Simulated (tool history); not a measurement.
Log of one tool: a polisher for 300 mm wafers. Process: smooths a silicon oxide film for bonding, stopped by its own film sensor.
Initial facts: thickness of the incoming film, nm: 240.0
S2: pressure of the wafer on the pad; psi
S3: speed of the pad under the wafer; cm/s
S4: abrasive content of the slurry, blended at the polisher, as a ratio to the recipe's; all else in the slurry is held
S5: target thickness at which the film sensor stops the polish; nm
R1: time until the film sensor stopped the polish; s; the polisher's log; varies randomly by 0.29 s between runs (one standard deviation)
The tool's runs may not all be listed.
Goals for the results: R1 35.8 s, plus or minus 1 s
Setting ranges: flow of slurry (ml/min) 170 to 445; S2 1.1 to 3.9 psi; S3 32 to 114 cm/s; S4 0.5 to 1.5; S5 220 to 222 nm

run 1 hour=0 | flow_of_slurry_(ml/min)=285 S2=2.5 S3=72 S4=1 S5=220 | R1=22.822
run 2 hour=8.7 | flow_of_slurry_(ml/min)=285 S2=3.1 S3=72 S4=1 S5=220 | R1=19.418
run 3 hour=15.4 | flow_of_slurry_(ml/min)=285 S2=2.6 S3=72 S4=1 S5=220 | R1=22.35
run 4 hour=16.7 | flow_of_slurry_(ml/min)=235 S2=2.6 S3=72 S4=1 S5=220 | R1=23.065
run 5 hour=23.1 | flow_of_slurry_(ml/min)=235 S2=2.6 S3=66 S4=1 S5=220 | R1=24.578
run 6 hour=24.3 | flow_of_slurry_(ml/min)=235 S2=3.2 S3=66 S4=1 S5=220 | R1=20.502
run 7 hour=28.3 | flow_of_slurry_(ml/min)=230 S2=2.8 S3=66 S4=1 S5=220 | R1=22.871
run 8 hour=28.9 | flow_of_slurry_(ml/min)=230 S2=2.4 S3=66 S4=1 S5=220 | R1=26.234
run 9 hour=37.1 | flow_of_slurry_(ml/min)=225 S2=2.2 S3=66 S4=1 S5=220 | R1=28.406
run 10 hour=44.2 | flow_of_slurry_(ml/min)=220 S2=2 S3=66 S4=1 S5=220 | R1=30.724
run 11 hour=48.8 | flow_of_slurry_(ml/min)=215 S2=1.9 S3=66 S4=1 S5=220 | R1=32.645
run 12 hour=52.7 | flow_of_slurry_(ml/min)=210 S2=1.8 S3=66 S4=1 S5=220 | R1=34.096
run 13 hour=56.9 | flow_of_slurry_(ml/min)=205 S2=1.8 S3=66 S4=1 S5=220 | R1=34.727
run 14 hour=64.2 | flow_of_slurry_(ml/min)=200 S2=1.8 S3=66 S4=1 S5=220 | R1=33.59

5 candidate next runs follow, results not yet known. Just one meets every target within its allowed miss. Identify it.
run A hour=71.5 | flow_of_slurry_(ml/min)=205 S2=1.9 S3=50 S4=1.1 S5=220 | R1=?
run B hour=71.5 | flow_of_slurry_(ml/min)=210 S2=1.5 S3=62 S4=1.1 S5=220 | R1=?
run C hour=71.5 | flow_of_slurry_(ml/min)=260 S2=2.4 S3=54 S4=0.9 S5=220 | R1=?
run D hour=71.5 | flow_of_slurry_(ml/min)=195 S2=1.7 S3=70 S4=0.95 S5=220 | R1=?
run E hour=71.5 | flow_of_slurry_(ml/min)=180 S2=1.3 S3=60 S4=1.25 S5=222 | R1=?

move=A R1=38.935
move=B R1=39.778
move=C R1=33.322
move=D R1=36.281
move=E R1=39.347
A: the result that was furthest off in the last run now lies on the other side of its target
B: the result that was furthest off in the last run now lies on the other side of its target
C: moves away from the targets compared with the last run
D: every result lands within tolerance
E: the result that was furthest off in the last run now lies on the other side of its target
The right move is D.
